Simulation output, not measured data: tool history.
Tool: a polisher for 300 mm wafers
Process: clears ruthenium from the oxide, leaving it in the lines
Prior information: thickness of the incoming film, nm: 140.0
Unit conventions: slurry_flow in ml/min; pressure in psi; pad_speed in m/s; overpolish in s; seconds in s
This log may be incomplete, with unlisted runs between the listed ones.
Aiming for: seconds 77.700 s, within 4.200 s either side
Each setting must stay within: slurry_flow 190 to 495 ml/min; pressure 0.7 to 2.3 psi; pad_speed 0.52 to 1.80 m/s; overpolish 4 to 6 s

Run 1, hour 0.0: slurry_flow 320 ml/min, pressure 1.5 psi, pad_speed 1.16 m/s, overpolish 6 s. Result: seconds 108.930 s.
Run 2, hour 3.5: slurry_flow 320 ml/min, pressure 1.5 psi, pad_speed 1.00 m/s, overpolish 6 s. Result: seconds 127.750 s.
Run 3, hour 4.6: slurry_flow 320 ml/min, pressure 1.6 psi, pad_speed 1.02 m/s, overpolish 6 s. Result: seconds 118.440 s.
Run 4, hour 8.4: slurry_flow 320 ml/min, pressure 1.7 psi, pad_speed 1.04 m/s, overpolish 6 s. Result: seconds 109.120 s.
Run 5, hour 12.1: slurry_flow 320 ml/min, pressure 1.8 psi, pad_speed 1.06 m/s, overpolish 6 s. Result: seconds 103.430 s.
Run 6, hour 14.2: slurry_flow 320 ml/min, pressure 1.8 psi, pad_speed 0.82 m/s, overpolish 6 s. Result: seconds 132.970 s.
Run 7, hour 20.7: slurry_flow 320 ml/min, pressure 1.9 psi, pad_speed 0.88 m/s, overpolish 6 s. Result: seconds 116.960 s.
Run 8, hour 24.5: slurry_flow 320 ml/min, pressure 2.0 psi, pad_speed 0.92 m/s, overpolish 6 s. Result: seconds 107.510 s.
Run 9, hour 32.7: slurry_flow 320 ml/min, pressure 2.1 psi, pad_speed 0.96 m/s, overpolish 6 s. Result: seconds 97.398 s.
Run 10, hour 35.0: slurry_flow 320 ml/min, pressure 2.1 psi, pad_speed 0.98 m/s, overpolish 6 s. Result: seconds 94.551 s.
Run 11, hour 40.5: slurry_flow 320 ml/min, pressure 2.1 psi, pad_speed 1.00 m/s, overpolish 6 s. Result: seconds 95.981 s.
Run 12, hour 49.4: slurry_flow 320 ml/min, pressure 2.1 psi, pad_speed 1.02 m/s, overpolish 6 s. Result: seconds 94.435 s.
Run 13, hour 53.8: slurry_flow 320 ml/min, pressure 2.1 psi, pad_speed 1.04 m/s, overpolish 6 s. Result: seconds 93.270 s.
Run 14, hour 55.6: slurry_flow 320 ml/min, pressure 2.1 psi, pad_speed 1.06 m/s, overpolish 6 s. Result: seconds 88.136 s.
Run 15, hour 61.2: slurry_flow 320 ml/min, pressure 2.2 psi, pad_speed 1.08 m/s, overpolish 6 s. Result: seconds 83.251 s.

Consider the 4 candidate settings below. Which is the only one whose results all fall within their allowed miss of target?
Run A, hour 66.8: slurry_flow 300 ml/min, pressure 2.3 psi, pad_speed 1.02 m/s, overpolish 6 s. Result: seconds ?.
Run B, hour 66.8: slurry_flow 300 ml/min, pressure 2.3 psi, pad_speed 1.10 m/s, overpolish 4 s. Result: seconds ?.
Run C, hour 66.8: slurry_flow 270 ml/min, pressure 2.1 psi, pad_speed 1.36 m/s, overpolish 4 s. Result: seconds ?.
Run D, hour 66.8: slurry_flow 310 ml/min, pressure 2.3 psi, pad_speed 1.28 m/s, overpolish 6 s. Result: seconds ?.

move  seconds
   A   88.013
   B   81.814
   C   72.672
   D   70.505
A: lands further from the targets than the last run did
B: all results in spec
C: the result that was furthest off in the last run now lies on the other side of its target
D: the result that was furthest off in the last run now lies on the other side of its target
Move B is the one to make.
